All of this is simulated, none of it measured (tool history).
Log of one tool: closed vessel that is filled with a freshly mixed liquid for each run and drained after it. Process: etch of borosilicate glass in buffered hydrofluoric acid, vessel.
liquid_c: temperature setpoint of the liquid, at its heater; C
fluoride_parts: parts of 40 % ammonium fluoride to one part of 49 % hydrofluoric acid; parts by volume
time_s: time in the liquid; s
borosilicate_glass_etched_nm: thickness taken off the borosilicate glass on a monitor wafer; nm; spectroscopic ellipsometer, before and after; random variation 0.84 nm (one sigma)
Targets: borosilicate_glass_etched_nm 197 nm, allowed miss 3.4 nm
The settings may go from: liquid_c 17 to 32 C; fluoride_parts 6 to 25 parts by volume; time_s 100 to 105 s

run,hour,liquid_c,fluoride_parts,time_s,borosilicate_glass_etched_nm
1,0,25,15.5,100,85.006
2,8.3,27,15.5,100,94.945
3,10.9,24,15.5,100,80.602
4,16.1,20.5,15.5,100,66.436
5,21.1,17.5,15.5,100,56.574
6,27.4,20.5,14,100,73.653
7,31.8,23,13,100,90.934
8,34.9,25,12,100,109.89
9,44.1,26.5,11.5,100,124.33
10,46,30.5,9,100,186.55
11,52.3,31,9,100,192.65

Which of these 5 next moves meets every target?
A,58.6,30,8.5,105,?
B,58.6,28,8,105,?
C,58.6,29.5,8.5,100,?
D,58.6,31,10,105,?
E,58.6,27,7.5,100,?

move,borosilicate_glass_etched_nm
A,204.34
B,196.94
C,189.66
D,188.85
E,191.12
A: takes the result that was furthest off past its target
B: meets every target
C: further off than the last run
D: further off than the last run
E: further off than the last run
Move B is the one to make.
